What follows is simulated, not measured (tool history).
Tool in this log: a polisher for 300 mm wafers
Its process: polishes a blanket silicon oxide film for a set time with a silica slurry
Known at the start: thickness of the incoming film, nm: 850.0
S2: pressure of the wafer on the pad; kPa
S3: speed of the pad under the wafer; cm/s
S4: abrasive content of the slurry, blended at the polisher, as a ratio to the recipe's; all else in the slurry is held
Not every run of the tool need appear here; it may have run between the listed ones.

{"run": 1, "hour": 0.0, "flow of slurry (ml/min)": 265, "S2": 30.3, "S3": 106, "S4": 1.0, "polishing time (s)": 110, "film removed (angstrom)": 3097.6}
{"run": 2, "hour": 7.0, "flow of slurry (ml/min)": 265, "S2": 30.3, "S3": 120, "S4": 1.0, "polishing time (s)": 110, "film removed (angstrom)": 3401.2}
{"run": 3, "hour": 8.2, "flow of slurry (ml/min)": 265, "S2": 30.3, "S3": 120, "S4": 1.2, "polishing time (s)": 110, "film removed (angstrom)": 3696.4}
{"run": 4, "hour": 16.8, "flow of slurry (ml/min)": 265, "S2": 30.3, "S3": 120, "S4": 1.1, "polishing time (s)": 110, "film removed (angstrom)": 3520.7}
{"run": 5, "hour": 19.3, "flow of slurry (ml/min)": 265, "S2": 30.3, "S3": 120, "S4": 1.25, "polishing time (s)": 110, "film removed (angstrom)": 3701.4}
{"run": 6, "hour": 23.5, "flow of slurry (ml/min)": 265, "S2": 29.0, "S3": 120, "S4": 1.25, "polishing time (s)": 110, "film removed (angstrom)": 3708.9}
{"run": 7, "hour": 30.0, "flow of slurry (ml/min)": 265, "S2": 26.9, "S3": 118, "S4": 1.25, "polishing time (s)": 110, "film removed (angstrom)": 3511.9}
{"run": 8, "hour": 35.4, "flow of slurry (ml/min)": 255, "S2": 18.6, "S3": 106, "S4": 1.25, "polishing time (s)": 110, "film removed (angstrom)": 2616.6}
{"run": 9, "hour": 38.3, "flow of slurry (ml/min)": 255, "S2": 17.9, "S3": 106, "S4": 1.25, "polishing time (s)": 110, "film removed (angstrom)": 2603.7}
{"run": 10, "hour": 45.7, "flow of slurry (ml/min)": 255, "S2": 17.2, "S3": 106, "S4": 1.25, "polishing time (s)": 110, "film removed (angstrom)": 2534.0}

Run 11 comes next. What will it give?
{"run": 11, "hour": 47.3, "flow of slurry (ml/min)": 255, "S2": 16.5, "S3": 106, "S4": 1.25, "polishing time (s)": 110, "film removed (angstrom)": "?"}

film removed (angstrom): 2483.1
